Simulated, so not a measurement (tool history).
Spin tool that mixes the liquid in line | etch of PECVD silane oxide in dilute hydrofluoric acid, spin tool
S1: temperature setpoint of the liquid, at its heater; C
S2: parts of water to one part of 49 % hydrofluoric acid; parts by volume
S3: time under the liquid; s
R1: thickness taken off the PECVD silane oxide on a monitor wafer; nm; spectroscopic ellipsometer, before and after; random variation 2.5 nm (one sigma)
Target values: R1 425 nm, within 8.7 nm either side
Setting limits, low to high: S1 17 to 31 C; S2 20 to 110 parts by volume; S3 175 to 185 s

run	day	S1	S2	S3	R1
1	0	23	60	175	100.17
2	0.158	25.5	45	180	154.42
3	0.525	27.5	35	180	217.88
4	0.675	27.5	50	180	149.36
5	0.775	28.5	40	180	196.27
6	0.9	29.5	35	180	235.25
7	1.125	30	30	180	282.62
8	1.338	30.5	25	180	349.07
9	1.454	31	20	180	453.11
# day 1.629: thermometer replaced
10	1.629	30.5	20	180	460.85
11	1.842	29.5	20	180	444.19
12	1.896	29	20	180	437.36

4 candidate next runs follow, results not yet known. Just one meets every target within its allowed miss. Identify it.
A	1.95	30.5	20	175	?
B	1.95	29.5	20	185	?
C	1.95	30.5	20	180	?
D	1.95	28.5	20	180	?

move	R1
A	449.86
B	456.71
C	462.72
D	426.62
A: lands further from the targets than the last run did
B: lands further from the targets than the last run did
C: lands further from the targets than the last run did
D: every result within its allowed miss
D meets every target.
